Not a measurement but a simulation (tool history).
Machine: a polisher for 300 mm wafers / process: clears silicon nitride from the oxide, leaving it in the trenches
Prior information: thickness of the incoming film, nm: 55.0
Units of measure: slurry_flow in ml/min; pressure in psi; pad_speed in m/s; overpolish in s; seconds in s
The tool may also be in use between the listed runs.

run	hour	slurry_flow	pressure	pad_speed	overpolish	seconds
1	0.0	155	1.9	1.10	33	91.009
2	5.3	155	1.7	1.10	33	103.940
3	9.8	155	1.5	1.10	33	116.350
4	14.4	155	1.5	1.22	33	102.680
# hour 22.1: slurry nozzle cleaned
5	22.1	155	1.5	1.22	33	96.331
6	23.0	125	1.5	1.22	33	101.420

Run 7 comes next. What will it give?
7	30.9	125	1.4	1.22	33	?

{"run 7": {"seconds": 110.51}}
